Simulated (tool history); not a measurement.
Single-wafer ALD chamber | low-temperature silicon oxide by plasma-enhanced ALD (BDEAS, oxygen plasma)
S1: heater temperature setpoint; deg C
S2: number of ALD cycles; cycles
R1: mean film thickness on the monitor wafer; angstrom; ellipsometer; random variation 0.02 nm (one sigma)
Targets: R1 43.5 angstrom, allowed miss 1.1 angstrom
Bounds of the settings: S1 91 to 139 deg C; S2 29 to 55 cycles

run 1 hour=0 | S1=115 S2=42 | R1=57.185
run 2 hour=5.4 | S1=116 S2=38 | R1=52.04
run 3 hour=11.1 | S1=125 S2=38 | R1=51.175
run 4 hour=18.4 | S1=133 S2=38 | R1=49.754
run 5 hour=21.6 | S1=129 S2=38 | R1=50.448
run 6 hour=22.3 | S1=130 S2=36 | R1=47.601
run 7 hour=25.4 | S1=131 S2=35 | R1=45.995
run 8 hour=34.4 | S1=131 S2=34 | R1=45.141

5 next moves are on the table. One of them brings every result within its allowed miss. Which?
run A hour=43.4 | S1=115 S2=30 | R1=?
run B hour=43.4 | S1=129 S2=31 | R1=?
run C hour=43.4 | S1=127 S2=31 | R1=?
run D hour=43.4 | S1=137 S2=33 | R1=?
run E hour=43.4 | S1=122 S2=35 | R1=?

move=A R1=40.916
move=B R1=41.028
move=C R1=41.207
move=D R1=42.913
move=E R1=47.029
A: takes the result that was furthest off past its target
B: takes the result that was furthest off past its target
C: takes the result that was furthest off past its target
D: meets every target
E: further off than the last run
Answer: D
